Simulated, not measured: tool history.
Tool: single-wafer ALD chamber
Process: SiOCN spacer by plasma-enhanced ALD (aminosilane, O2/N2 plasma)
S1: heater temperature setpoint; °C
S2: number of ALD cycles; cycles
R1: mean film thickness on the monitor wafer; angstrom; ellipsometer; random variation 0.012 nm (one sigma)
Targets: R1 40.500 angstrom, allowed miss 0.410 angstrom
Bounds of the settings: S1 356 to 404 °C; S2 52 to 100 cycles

{"run": 1, "day": 0.0, "S1": 380, "S2": 76, "R1": 44.614}
{"run": 2, "day": 0.167, "S1": 373, "S2": 76, "R1": 44.793}
{"run": 3, "day": 0.271, "S1": 364, "S2": 76, "R1": 44.721}
{"run": 4, "day": 0.304, "S1": 370, "S2": 76, "R1": 44.79}
{"run": 5, "day": 0.646, "S1": 370, "S2": 84, "R1": 49.446}
{"run": 6, "day": 0.75, "S1": 377, "S2": 84, "R1": 49.655}
{"run": 7, "day": 0.846, "S1": 377, "S2": 80, "R1": 47.335}
{"run": 8, "day": 0.958, "S1": 377, "S2": 77, "R1": 45.062}
{"run": 9, "day": 1.104, "S1": 377, "S2": 75, "R1": 43.917}
{"run": 10, "day": 1.333, "S1": 377, "S2": 73, "R1": 42.881}
{"run": 11, "day": 1.696, "S1": 377, "S2": 72, "R1": 42.319}
{"run": 12, "day": 2.029, "S1": 377, "S2": 68, "R1": 39.934}

Which of these 4 next moves meets every target?
{"run": "A", "day": 2.362, "S1": 384, "S2": 69, "R1": "?"}
{"run": "B", "day": 2.362, "S1": 393, "S2": 67, "R1": "?"}
{"run": "C", "day": 2.362, "S1": 380, "S2": 67, "R1": "?"}
{"run": "D", "day": 2.362, "S1": 368, "S2": 67, "R1": "?"}

move=A R1=40.384
move=B R1=39.214
move=C R1=39.214
move=D R1=39.214
A: meets every target
B: further off than the last run
C: further off than the last run
D: further off than the last run
Move A is the one to make.

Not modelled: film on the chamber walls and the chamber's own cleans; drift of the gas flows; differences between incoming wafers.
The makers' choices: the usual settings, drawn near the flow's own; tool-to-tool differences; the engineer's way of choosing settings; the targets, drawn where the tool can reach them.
